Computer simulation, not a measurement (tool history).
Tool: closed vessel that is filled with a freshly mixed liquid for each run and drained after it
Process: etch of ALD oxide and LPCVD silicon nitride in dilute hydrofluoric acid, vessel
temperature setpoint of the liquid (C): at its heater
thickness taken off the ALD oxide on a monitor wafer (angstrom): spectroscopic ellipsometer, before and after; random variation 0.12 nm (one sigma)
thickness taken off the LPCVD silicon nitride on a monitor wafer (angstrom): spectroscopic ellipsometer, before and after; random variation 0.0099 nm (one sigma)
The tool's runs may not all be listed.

run,hour,temperature setpoint of the liquid (C),parts of water to one part of 49 % hydrofluoric acid (parts by volume),time in the liquid (s),thickness taken off the ALD oxide on a monitor wafer (angstrom),thickness taken off the LPCVD silicon nitride on a monitor wafer (angstrom)
1,0,26,50,60,310.27,7.7414
2,1.2,25,60,60,243.67,5.9206
3,6.9,24.5,65,60,220.29,5.2121
4,9.2,24.5,70,60,202.49,5.2211
5,11.2,24.5,70,50,170,4.213
6,17.5,24.5,55,50,221.41,5.466
7,25.5,23.5,60,50,194.46,4.5219
8,28.1,23.5,65,50,175.9,4.0158
9,31.6,23.5,70,50,161.59,4.051
10,39.3,23,70,50,160.57,3.7472
11,46.6,23,75,50,145.57,3.6298
12,52.4,22.5,75,50,144.93,3.3545
13,58.4,23,75,50,147.01,3.6754

The next listed run, before its measurement:
14,66.2,22.5,75,50,?,?

Run 14 gave thickness taken off the ALD oxide on a monitor wafer (angstrom) 143.88, thickness taken off the LPCVD silicon nitride on a monitor wafer (angstrom) 3.4829.

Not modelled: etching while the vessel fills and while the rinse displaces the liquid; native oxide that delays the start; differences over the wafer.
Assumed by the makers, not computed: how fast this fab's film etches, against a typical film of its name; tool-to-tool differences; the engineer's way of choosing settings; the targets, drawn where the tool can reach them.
